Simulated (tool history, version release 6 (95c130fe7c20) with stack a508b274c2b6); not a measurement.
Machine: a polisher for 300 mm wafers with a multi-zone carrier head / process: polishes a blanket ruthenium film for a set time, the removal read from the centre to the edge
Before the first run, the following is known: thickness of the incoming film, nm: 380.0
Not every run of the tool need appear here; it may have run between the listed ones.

run,day,flow of slurry (ml/min),pressure of the head's centre zone,pressure of the head's middle zone,pressure of the head's edge zone,polishing time (s),film removed at the wafer's centre (Å),film removed at mid-radius (Å),film removed at the wafer's edge (Å)
1,0,290,1,1,1,79,754.19,749.58,754.51
2,0.217,285,1.03,0.95,0.95,75,721.43,678.81,689.36
3,0.533,285,1.03,0.95,0.95,89,852.73,811.35,822.3
4,0.692,280,1.06,0.9,0.92,82,780.62,708.37,753.42
5,0.854,280,1.06,0.9,0.92,98,940.36,837.67,890.64
6,1.196,280,1.1,0.88,0.89,87,876.93,745.64,783.28
7,1.55,280,1.11,0.86,0.88,79,803.64,658.83,708.09
8,1.875,265,1.1,0.82,0.81,66,662.51,530.54,573.52

Run 9, settings as shown, results not yet in. Your forecast:
9,1.975,275,1.11,0.83,0.83,66,?,?,?

film removed at the wafer's centre (Å): 669.66
film removed at mid-radius (Å): 518.05
film removed at the wafer's edge (Å): 571.85
